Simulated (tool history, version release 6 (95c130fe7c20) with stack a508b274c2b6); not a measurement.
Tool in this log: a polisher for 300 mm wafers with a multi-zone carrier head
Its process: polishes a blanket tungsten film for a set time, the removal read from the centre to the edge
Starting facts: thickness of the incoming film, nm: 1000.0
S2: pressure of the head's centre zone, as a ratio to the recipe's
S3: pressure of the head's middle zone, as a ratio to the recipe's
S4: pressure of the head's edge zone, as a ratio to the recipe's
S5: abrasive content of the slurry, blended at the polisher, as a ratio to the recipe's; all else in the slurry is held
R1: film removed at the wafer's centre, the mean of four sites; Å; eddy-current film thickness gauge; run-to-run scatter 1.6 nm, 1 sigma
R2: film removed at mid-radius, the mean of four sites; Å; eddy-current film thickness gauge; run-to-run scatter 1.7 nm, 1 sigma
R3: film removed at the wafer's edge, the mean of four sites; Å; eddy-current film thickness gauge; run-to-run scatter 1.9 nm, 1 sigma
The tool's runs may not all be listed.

run 1 day=0 | flow_of_slurry_(ml/min)=260 S2=1 S3=1 S4=1 S5=1 polishing_time_(s)=58 | R1=2193.8 R2=2187.1 R3=2146.6
run 2 day=0.112 | flow_of_slurry_(ml/min)=260 S2=1 S3=1 S4=1.07 S5=1 polishing_time_(s)=58 | R1=2201.7 R2=2204.5 R3=2220
run 3 day=0.162 | flow_of_slurry_(ml/min)=315 S2=1 S3=1 S4=1.07 S5=1 polishing_time_(s)=58 | R1=2248.8 R2=2243.3 R3=2273.6
run 4 day=0.312 | flow_of_slurry_(ml/min)=255 S2=1 S3=1 S4=1.07 S5=1 polishing_time_(s)=58 | R1=2178 R2=2167.3 R3=2227.2
run 5 day=0.342 | flow_of_slurry_(ml/min)=255 S2=1 S3=1 S4=1.07 S5=1.2 polishing_time_(s)=58 | R1=2253.9 R2=2258.4 R3=2332.2
run 6 day=0.588 | flow_of_slurry_(ml/min)=255 S2=0.92 S3=1 S4=1.07 S5=1.2 polishing_time_(s)=58 | R1=2103.6 R2=2278.6 R3=2315
run 7 day=0.917 | flow_of_slurry_(ml/min)=255 S2=0.97 S3=0.98 S4=0.99 S5=1 polishing_time_(s)=57 | R1=2051.5 R2=2059.3 R3=2119.1
run 8 day=1.233 | flow_of_slurry_(ml/min)=255 S2=1.02 S3=0.99 S4=0.94 S5=0.85 polishing_time_(s)=56 | R1=2067.2 R2=1985.9 R3=1952.7
run 9 day=1.558 | flow_of_slurry_(ml/min)=250 S2=1.05 S3=0.99 S4=0.9 S5=0.75 polishing_time_(s)=56 | R1=2033 R2=1981.4 R3=1846.1
run 10 day=1.758 | flow_of_slurry_(ml/min)=245 S2=1.07 S3=0.97 S4=0.88 S5=0.7 polishing_time_(s)=56 | R1=2081.2 R2=1868.4 R3=1833.9
run 11 day=2.079 | flow_of_slurry_(ml/min)=260 S2=1.11 S3=1.04 S4=0.81 S5=0.5 polishing_time_(s)=54 | R1=1918.7 R2=1829.7 R3=1551.2
run 12 day=2.392 | flow_of_slurry_(ml/min)=265 S2=1.12 S3=1.03 S4=0.84 S5=0.5 polishing_time_(s)=54 | R1=1961 R2=1780.9 R3=1611.3
run 13 day=2.529 | flow_of_slurry_(ml/min)=270 S2=1.13 S3=1.03 S4=0.85 S5=0.5 polishing_time_(s)=54 | R1=1960.3 R2=1804.1 R3=1603

What will run 14 give?
run 14 day=2.871 | flow_of_slurry_(ml/min)=270 S2=1.14 S3=1.03 S4=0.87 S5=0.5 polishing_time_(s)=54 | R1=? R2=? R3=?

R1: 2002.9 Å
R2: 1796.4 Å
R3: 1628 Å
